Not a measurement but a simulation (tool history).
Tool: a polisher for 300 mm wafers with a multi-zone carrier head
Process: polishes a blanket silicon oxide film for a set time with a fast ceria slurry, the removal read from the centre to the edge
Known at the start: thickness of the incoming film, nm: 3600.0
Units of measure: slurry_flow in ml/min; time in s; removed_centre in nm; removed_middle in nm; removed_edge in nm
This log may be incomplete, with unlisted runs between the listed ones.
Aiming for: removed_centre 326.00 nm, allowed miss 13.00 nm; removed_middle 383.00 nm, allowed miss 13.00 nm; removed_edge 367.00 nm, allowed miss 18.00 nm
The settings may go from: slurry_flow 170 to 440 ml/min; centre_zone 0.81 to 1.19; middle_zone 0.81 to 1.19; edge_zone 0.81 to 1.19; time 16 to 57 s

run,hour,slurry_flow,centre_zone,middle_zone,edge_zone,time,removed_centre,removed_middle,removed_edge
1,0.0,280,1.00,1.00,1.00,36,260.94,260.09,261.17
2,2.3,280,0.93,1.00,1.00,36,241.97,254.83,262.50
3,4.5,280,0.93,1.04,1.03,39,263.40,286.49,284.78
4,8.2,280,0.93,1.04,1.10,39,266.90,286.78,292.85
5,14.7,280,0.93,0.97,1.10,39,265.48,274.15,290.35
6,20.8,280,0.93,0.89,1.10,39,267.14,256.02,288.49
7,26.7,285,0.93,0.95,1.10,41,279.49,286.25,297.63
8,33.1,270,0.92,0.98,1.12,43,293.09,302.22,316.54
9,41.6,325,0.86,1.08,1.15,48,308.46,375.08,370.97
10,46.3,325,0.87,1.09,1.14,48,311.07,369.77,374.01
11,53.5,365,0.91,1.18,1.04,48,333.96,405.91,359.45

4 next moves are on the table. One of them brings every result within its allowed miss. Which?
A,60.7,390,0.82,1.19,1.06,49,?,?,?
B,60.7,350,0.95,1.19,1.03,51,?,?,?
C,60.7,295,0.91,1.13,1.11,49,?,?,?
D,60.7,350,0.81,1.11,1.05,54,?,?,?

move,removed_centre,removed_middle,removed_edge
A,302.46,416.06,371.80
B,361.89,429.23,380.38
C,327.47,391.02,372.22
D,326.10,431.75,406.07
A: moves away from the targets compared with the last run
B: moves away from the targets compared with the last run
C: all results in spec
D: moves away from the targets compared with the last run
Answer: C
